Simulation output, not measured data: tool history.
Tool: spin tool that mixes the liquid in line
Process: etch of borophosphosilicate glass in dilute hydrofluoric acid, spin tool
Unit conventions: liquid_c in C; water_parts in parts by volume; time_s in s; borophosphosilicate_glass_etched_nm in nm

run	hour	liquid_c	water_parts	time_s	borophosphosilicate_glass_etched_nm
1	0	24	115	45	35.135
2	2.9	26.5	115	45	38.195
3	5.1	27	105	45	43.448
4	9.8	27.5	100	45	47.727
5	12.4	27.5	100	45	46.857
6	20.9	28	95	45	51.08
7	27.9	28.5	90	45	55.085
8	31	29	85	45	59.607

Expected results for the next run?
9	37.6	29.5	80	45	?

{"run 9": {"borophosphosilicate_glass_etched_nm": 66.075}}
